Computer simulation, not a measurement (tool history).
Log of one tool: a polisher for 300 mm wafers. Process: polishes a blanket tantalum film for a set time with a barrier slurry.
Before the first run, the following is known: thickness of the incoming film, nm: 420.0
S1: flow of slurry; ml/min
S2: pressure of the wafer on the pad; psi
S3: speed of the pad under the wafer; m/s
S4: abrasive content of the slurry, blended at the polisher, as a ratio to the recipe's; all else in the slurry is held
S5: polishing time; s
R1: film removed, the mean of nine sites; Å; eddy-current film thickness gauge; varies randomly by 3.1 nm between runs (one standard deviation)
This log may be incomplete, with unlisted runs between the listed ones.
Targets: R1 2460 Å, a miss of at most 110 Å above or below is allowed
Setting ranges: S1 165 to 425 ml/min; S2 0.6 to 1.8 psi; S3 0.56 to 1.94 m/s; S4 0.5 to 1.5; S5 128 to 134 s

run	hour	S1	S2	S3	S4	S5	R1
1	0	275	1.2	1.24	1	128	1888.2
2	1.7	275	1.3	1.24	1	128	2072
3	4	275	1.4	1.24	1	128	2211.6
4	12.3	225	1.4	1.24	1	128	2143.8
5	13.4	225	1.1	1.24	1	128	1671.1
6	17.6	225	1.1	1.24	1	134	1783.2
7	18.2	225	1.1	1.24	1	134	1734.7
8	19.2	225	1.4	1.28	1	134	2316.6
9	20.5	230	1.4	1.28	1	134	2264.6
10	26.3	235	1.4	1.28	1	134	2277.9
11	34.8	240	1.4	1.28	1	134	2300.9
12	40.1	245	1.4	1.28	1	134	2298
13	49	250	1.4	1.28	1	134	2346.1
14	52.8	255	1.4	1.28	1	134	2358.3
15	58.8	260	1.4	1.28	1	134	2329.1
16	65	265	1.4	1.28	1	134	2355.2

Below are 4 possible settings for the next run. Only one of them brings all results inside the allowed miss of their targets. Which is it?
A	71.2	300	0.9	1.78	1.05	134	?
B	71.2	230	1.2	1.42	1.15	128	?
C	71.2	220	1.4	1.32	1.05	134	?
D	71.2	285	1.4	1.3	0.8	129	?

move	R1
A	2177.5
B	2226.3
C	2432.2
D	2077.9
A: lands further from the targets than the last run did
B: lands further from the targets than the last run did
C: every result lands within tolerance
D: lands further from the targets than the last run did
Answer: C

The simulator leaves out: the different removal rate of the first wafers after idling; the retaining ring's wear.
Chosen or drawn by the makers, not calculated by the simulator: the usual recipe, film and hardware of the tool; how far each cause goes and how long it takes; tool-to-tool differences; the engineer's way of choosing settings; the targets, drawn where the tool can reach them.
